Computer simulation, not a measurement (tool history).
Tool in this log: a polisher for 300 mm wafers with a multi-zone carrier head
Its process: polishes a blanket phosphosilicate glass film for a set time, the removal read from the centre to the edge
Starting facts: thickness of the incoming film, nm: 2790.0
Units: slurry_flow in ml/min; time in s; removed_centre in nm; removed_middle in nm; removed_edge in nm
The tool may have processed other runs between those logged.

run,hour,slurry_flow,centre_zone,middle_zone,edge_zone,slurry_solids,time,removed_centre,removed_middle,removed_edge
1,0,250,1,1,1,1,55,378.09,367.67,377.21
2,2.4,240,0.96,0.99,1,0.9,53,331.65,330.97,338.5
3,5.8,240,0.96,0.99,1,1.05,53,354.77,348.45,363.42
4,14.2,240,1.04,0.99,1,1.05,53,384.44,357.57,360.31
5,20.7,240,1.04,0.99,0.94,1.05,53,383.52,351.5,352.85
6,28.1,240,1.04,0.99,0.94,1.25,53,415.98,384.67,374.9
7,33.7,195,0.94,0.98,0.93,1,43,268.04,270.57,279.52

Estimate the outcome of run 8 from the log above:
8,36.2,190,0.91,0.98,0.93,0.95,43,?,?,?

removed_centre: 249.37 nm
removed_middle: 260.01 nm
removed_edge: 267.62 nm

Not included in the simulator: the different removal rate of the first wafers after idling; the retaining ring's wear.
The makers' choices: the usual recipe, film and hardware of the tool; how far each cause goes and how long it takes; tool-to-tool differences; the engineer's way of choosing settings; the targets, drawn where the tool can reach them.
